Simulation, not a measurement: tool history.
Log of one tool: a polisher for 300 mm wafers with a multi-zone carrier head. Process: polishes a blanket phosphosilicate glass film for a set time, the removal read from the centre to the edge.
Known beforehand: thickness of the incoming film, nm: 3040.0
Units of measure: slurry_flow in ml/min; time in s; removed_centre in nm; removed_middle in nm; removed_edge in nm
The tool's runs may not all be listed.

run,hour,slurry_flow,centre_zone,middle_zone,edge_zone,slurry_solids,time,removed_centre,removed_middle,removed_edge
1,0,190,1,1,1,1,66,430.91,437.43,446.67
2,1.2,190,1,0.99,0.98,0.95,65,428.41,420.49,423.91
3,4.3,185,0.98,0.98,0.97,0.9,65,403.47,410.52,415.57
4,5.9,220,0.98,0.98,0.97,0.9,65,409.31,411.83,416.66
5,11.9,220,0.98,0.97,0.96,0.85,64,395.73,393.37,395.87
6,17,220,0.97,0.96,0.95,0.8,64,379.46,384.41,382.86
7,25.4,220,0.97,0.95,0.94,0.75,64,359.18,368.27,364.83

The next listed run, before its measurement:
8,31.3,175,0.97,0.85,0.84,0.6,64,?,?,?

{"run 8": {"removed_centre": 307.79, "removed_middle": 288.07, "removed_edge": 298.18}}
